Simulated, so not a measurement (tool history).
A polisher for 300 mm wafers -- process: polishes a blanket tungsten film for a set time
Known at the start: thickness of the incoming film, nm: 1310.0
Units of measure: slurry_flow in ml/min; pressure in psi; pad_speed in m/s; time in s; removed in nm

| run | hour | slurry_flow | pressure | pad_speed | slurry_solids | time | removed |
|---|---|---|---|---|---|---|---|
| 1 | 0.0 | 210 | 3.8 | 0.90 | 1.0 | 45 | 185.58 |
| 2 | 7.5 | 160 | 3.8 | 0.90 | 1.0 | 45 | 176.54 |
| 3 | 12.6 | 160 | 3.8 | 0.90 | 1.0 | 45 | 179.02 |
| 4 | 17.4 | 160 | 3.8 | 1.12 | 1.0 | 45 | 222.73 |
| 5 | 18.5 | 160 | 3.8 | 1.12 | 0.8 | 45 | 210.57 |
| 6 | 25.8 | 160 | 3.8 | 1.12 | 0.8 | 45 | 205.84 |
| 7 | 31.2 | 160 | 3.5 | 1.10 | 0.8 | 45 | 192.11 |

Run 8, settings as shown, results not yet in. Your forecast:
| 8 | 35.7 | 160 | 3.2 | 1.06 | 0.8 | 45 | ? |

Logged for run 8: removed 165.31 nm.
